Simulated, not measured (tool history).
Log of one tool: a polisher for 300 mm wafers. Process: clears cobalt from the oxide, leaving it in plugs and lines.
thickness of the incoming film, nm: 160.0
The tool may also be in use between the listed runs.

| run | day | flow of slurry (ml/min) | pressure of the wafer on the pad (kPa) | speed of the pad under the wafer (m/s) | overpolish time after the end point (s) | time until the end point was called (s) | dishing of a wide line in a test structure (nm) |
|---|---|---|---|---|---|---|---|
| 1 | 0 | 230 | 13.1 | 1 | 14 | 27.658 | 34.635 |
| 2 | 0.2 | 230 | 13.1 | 1.24 | 14 | 22.295 | 37.528 |
| 3 | 0.375 | 230 | 13.1 | 1.34 | 14 | 20.71 | 39.025 |
| 4 | 0.579 | 230 | 13.1 | 1.34 | 9 | 20.484 | 33.113 |
| 5 | 0.904 | 230 | 13.1 | 1.5 | 9 | 18.392 | 34.7 |
| 6 | 1.188 | 275 | 13.1 | 1.5 | 9 | 18.13 | 34.636 |
| 7 | 1.508 | 275 | 12.4 | 1.46 | 10 | 19.364 | 35.722 |
| 8 | 1.8 | 275 | 11.7 | 1.42 | 10 | 20.393 | 34.1 |
| 9 | 2.079 | 270 | 11 | 1.36 | 11 | 22.47 | 34.836 |
| 10 | 2.225 | 270 | 10.3 | 1.32 | 11 | 24.195 | 33.604 |

The next listed run, before its measurement:
| 11 | 2.588 | 270 | 9.7 | 1.28 | 11 | ? | ? |

Run 11 gave time until the end point was called (s) 25.805, dishing of a wide line in a test structure (nm) 32.102.

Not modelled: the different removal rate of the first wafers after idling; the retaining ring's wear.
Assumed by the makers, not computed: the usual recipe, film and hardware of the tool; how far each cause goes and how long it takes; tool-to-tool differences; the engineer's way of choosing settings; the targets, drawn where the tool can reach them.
